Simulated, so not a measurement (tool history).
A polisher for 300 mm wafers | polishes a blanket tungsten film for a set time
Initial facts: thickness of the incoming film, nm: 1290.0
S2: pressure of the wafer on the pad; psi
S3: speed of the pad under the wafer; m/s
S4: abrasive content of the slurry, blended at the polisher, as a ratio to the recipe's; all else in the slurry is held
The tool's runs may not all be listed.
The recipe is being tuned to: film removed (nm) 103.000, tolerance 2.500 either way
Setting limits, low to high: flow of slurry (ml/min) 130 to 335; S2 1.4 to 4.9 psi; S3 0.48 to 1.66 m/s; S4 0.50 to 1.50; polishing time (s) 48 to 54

Run 1, day 0.000: flow of slurry (ml/min) 215, S2 3.1 psi, S3 1.06 m/s, S4 1.00, polishing time (s) 54. Result: film removed (nm) 180.380.
Run 2, day 0.379: flow of slurry (ml/min) 210, S2 2.7 psi, S3 1.06 m/s, S4 1.00, polishing time (s) 54. Result: film removed (nm) 157.590.
Run 3, day 0.725: flow of slurry (ml/min) 210, S2 2.7 psi, S3 1.06 m/s, S4 1.00, polishing time (s) 54. Result: film removed (nm) 158.590.
Run 4, day 0.767: flow of slurry (ml/min) 205, S2 2.4 psi, S3 1.06 m/s, S4 1.00, polishing time (s) 54. Result: film removed (nm) 138.780.
Run 5, day 1.125: flow of slurry (ml/min) 205, S2 2.4 psi, S3 1.06 m/s, S4 0.90, polishing time (s) 54. Result: film removed (nm) 137.290.
Run 6, day 1.350: flow of slurry (ml/min) 205, S2 2.4 psi, S3 1.06 m/s, S4 1.05, polishing time (s) 54. Result: film removed (nm) 142.940.
Run 7, day 1.700: flow of slurry (ml/min) 180, S2 1.5 psi, S3 1.06 m/s, S4 1.05, polishing time (s) 54. Result: film removed (nm) 88.770.
At day 1.867: worn pad replaced by a new one.
Run 8, day 1.867: flow of slurry (ml/min) 240, S2 1.6 psi, S3 1.06 m/s, S4 1.05, polishing time (s) 54. Result: film removed (nm) 110.830.
Run 9, day 2.188: flow of slurry (ml/min) 235, S2 1.6 psi, S3 1.06 m/s, S4 1.05, polishing time (s) 54. Result: film removed (nm) 110.770.

5 next moves are on the table. One of them brings every result within its allowed miss. Which?
Run A, day 2.508: flow of slurry (ml/min) 220, S2 1.9 psi, S3 0.84 m/s, S4 1.00, polishing time (s) 54. Result: film removed (nm) ?.
Run B, day 2.508: flow of slurry (ml/min) 250, S2 1.5 psi, S3 1.18 m/s, S4 0.85, polishing time (s) 48. Result: film removed (nm) ?.
Run C, day 2.508: flow of slurry (ml/min) 260, S2 1.5 psi, S3 1.00 m/s, S4 1.15, polishing time (s) 51. Result: film removed (nm) ?.
Run D, day 2.508: flow of slurry (ml/min) 240, S2 1.8 psi, S3 0.94 m/s, S4 1.00, polishing time (s) 53. Result: film removed (nm) ?.
Run E, day 2.508: flow of slurry (ml/min) 200, S2 1.4 psi, S3 1.24 m/s, S4 0.95, polishing time (s) 48. Result: film removed (nm) ?.

move  film removed (nm)
   A            101.140
   B             97.671
   C             95.334
   D            106.250
   E             95.791
A: all results land within tolerance of their targets
B: carries the result that was furthest off beyond its target, to the other side
C: carries the result that was furthest off beyond its target, to the other side
D: gains on the last run, yet a result remains outside its allowed miss
E: carries the result that was furthest off beyond its target, to the other side
The move that meets every target is A.
